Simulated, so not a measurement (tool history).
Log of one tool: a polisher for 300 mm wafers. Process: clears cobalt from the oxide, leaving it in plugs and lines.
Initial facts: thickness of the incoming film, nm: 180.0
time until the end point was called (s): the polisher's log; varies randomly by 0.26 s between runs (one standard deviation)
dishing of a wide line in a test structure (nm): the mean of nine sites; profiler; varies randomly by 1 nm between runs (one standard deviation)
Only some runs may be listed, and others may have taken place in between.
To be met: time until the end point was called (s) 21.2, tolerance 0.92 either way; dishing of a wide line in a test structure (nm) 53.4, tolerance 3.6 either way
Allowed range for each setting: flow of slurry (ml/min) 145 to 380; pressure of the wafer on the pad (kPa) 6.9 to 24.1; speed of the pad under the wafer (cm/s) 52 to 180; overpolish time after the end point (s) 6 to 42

run  hour  flow of slurry (ml/min)  pressure of the wafer on the pad (kPa)  speed of the pad under the wafer (cm/s)  overpolish time after the end point (s)  time until the end point was called (s)  dishing of a wide line in a test structure (nm)
  1     0                      245                                    15.2                                      116                                       21                                   29.981                                           48.619
  2   8.1                      245                                    16.5                                      116                                       22                                   28.149                                           48.925
  3   9.4                      245                                    17.9                                      118                                       24                                   26.035                                           51.245
  4  17.9                      245                                    19.3                                      118                                       24                                   24.248                                           52.472
  5  20.4                      245                                    19.3                                      118                                       17                                   24.512                                           48.569
  6  25.1                      245                                    19.3                                      118                                       26                                   23.885                                           51.985
  7  33.6                      245                                      20                                      118                                       26                                   23.749                                           53.237
  8  37.2                      245                                    20.7                                      118                                       25                                   23.225                                           51.964
  9  42.2                      245                                    21.4                                      118                                       26                                   22.539                                           51.442

Pick the move, out of 4, that brings all results within their allowed miss; only one does.
  A  47.2                      235                                    21.4                                      128                                       24                                        ?                                                ?
  B  47.2                      285                                    21.4                                       94                                       18                                        ?                                                ?
  C  47.2                      295                                    22.1                                      136                                       36                                        ?                                                ?
  D  47.2                      200                                    20.7                                      126                                       12                                        ?                                                ?

move  time until the end point was called (s)  dishing of a wide line in a test structure (nm)
   A                                   21.511                                           52.527
   B                                   25.114                                           49.164
   C                                   19.565                                           53.572
   D                                   22.876                                           44.819
A: meets every target
B: lands further from the targets than the last run did
C: carries the result that was furthest off beyond its target, to the other side
D: lands further from the targets than the last run did
Go with A: it meets all targets.
